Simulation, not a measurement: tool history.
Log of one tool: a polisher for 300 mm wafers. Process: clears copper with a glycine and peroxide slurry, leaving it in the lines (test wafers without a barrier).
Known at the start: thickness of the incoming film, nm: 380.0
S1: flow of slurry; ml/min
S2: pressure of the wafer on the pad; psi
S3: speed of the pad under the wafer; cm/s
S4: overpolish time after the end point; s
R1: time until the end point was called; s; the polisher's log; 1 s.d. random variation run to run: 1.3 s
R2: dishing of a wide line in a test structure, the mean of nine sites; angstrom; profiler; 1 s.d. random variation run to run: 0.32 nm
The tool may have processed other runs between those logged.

Run 1, hour 0: S1 260 ml/min, S2 2.5 psi, S3 84 cm/s, S4 20 s. Result: R1 74.081 s, R2 375.33 angstrom.
Run 2, hour 3.4: S1 260 ml/min, S2 2.5 psi, S3 64 cm/s, S4 20 s. Result: R1 88.487 s, R2 358.24 angstrom.
Run 3, hour 10.1: S1 260 ml/min, S2 2.4 psi, S3 64 cm/s, S4 19 s. Result: R1 92.011 s, R2 340.64 angstrom.
Run 4, hour 18.4: S1 260 ml/min, S2 2.4 psi, S3 54 cm/s, S4 19 s. Result: R1 102.11 s, R2 326.28 angstrom.
Run 5, hour 19.8: S1 260 ml/min, S2 2.4 psi, S3 54 cm/s, S4 25 s. Result: R1 103.09 s, R2 380.66 angstrom.
Run 6, hour 22: S1 260 ml/min, S2 2.4 psi, S3 54 cm/s, S4 32 s. Result: R1 101.82 s, R2 416.32 angstrom.
Run 7, hour 23.9: S1 260 ml/min, S2 2.2 psi, S3 60 cm/s, S4 22 s. Result: R1 99.566 s, R2 358.73 angstrom.

Forecast run 8:
Run 8, hour 28.6: S1 260 ml/min, S2 1.9 psi, S3 58 cm/s, S4 12 s. Result: R1 ?, R2 ?.

R1: 110.7 s
R2: 232.69 angstrom
